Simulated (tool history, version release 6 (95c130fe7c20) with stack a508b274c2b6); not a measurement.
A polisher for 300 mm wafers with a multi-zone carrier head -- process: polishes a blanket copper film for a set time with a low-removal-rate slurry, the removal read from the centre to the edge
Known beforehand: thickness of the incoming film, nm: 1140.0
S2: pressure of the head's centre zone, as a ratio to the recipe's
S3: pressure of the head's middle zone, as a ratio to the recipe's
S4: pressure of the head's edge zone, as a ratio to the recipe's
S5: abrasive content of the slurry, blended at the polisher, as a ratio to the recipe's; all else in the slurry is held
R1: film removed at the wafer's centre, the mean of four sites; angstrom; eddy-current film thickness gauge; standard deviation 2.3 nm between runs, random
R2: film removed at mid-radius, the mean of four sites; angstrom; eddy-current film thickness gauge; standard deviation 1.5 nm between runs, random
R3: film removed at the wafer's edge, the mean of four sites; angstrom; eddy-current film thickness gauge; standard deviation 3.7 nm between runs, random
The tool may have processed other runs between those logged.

run 1 hour=0 | flow_of_slurry_(ml/min)=165 S2=1 S3=1 S4=1 S5=1 polishing_time_(s)=86 | R1=3094.6 R2=3098.9 R3=3060.4
run 2 hour=0.7 | flow_of_slurry_(ml/min)=165 S2=1 S3=1 S4=1 S5=1 polishing_time_(s)=102 | R1=3730.5 R2=3728.4 R3=3686.3
run 3 hour=7 | flow_of_slurry_(ml/min)=155 S2=1 S3=0.94 S4=0.96 S5=0.85 polishing_time_(s)=98 | R1=3381.2 R2=3250.5 R3=3299.5
run 4 hour=14.7 | flow_of_slurry_(ml/min)=145 S2=1.01 S3=0.9 S4=0.94 S5=0.75 polishing_time_(s)=95 | R1=3154.9 R2=2948.1 R3=3130.5
run 5 hour=21.9 | flow_of_slurry_(ml/min)=140 S2=1.02 S3=0.87 S4=0.9 S5=0.65 polishing_time_(s)=93 | R1=3029.5 R2=2713.2 R3=2869.6
run 6 hour=27 | flow_of_slurry_(ml/min)=130 S2=1.02 S3=0.85 S4=0.88 S5=0.6 polishing_time_(s)=93 | R1=2956 R2=2574.5 R3=2799.9

Estimate the outcome of run 7 from the log above:
run 7 hour=32.5 | flow_of_slurry_(ml/min)=125 S2=1.01 S3=0.84 S4=0.86 S5=0.6 polishing_time_(s)=93 | R1=? R2=? R3=?

{"run 7": {"R1": 2944.5, "R2": 2553, "R3": 2805.1}}

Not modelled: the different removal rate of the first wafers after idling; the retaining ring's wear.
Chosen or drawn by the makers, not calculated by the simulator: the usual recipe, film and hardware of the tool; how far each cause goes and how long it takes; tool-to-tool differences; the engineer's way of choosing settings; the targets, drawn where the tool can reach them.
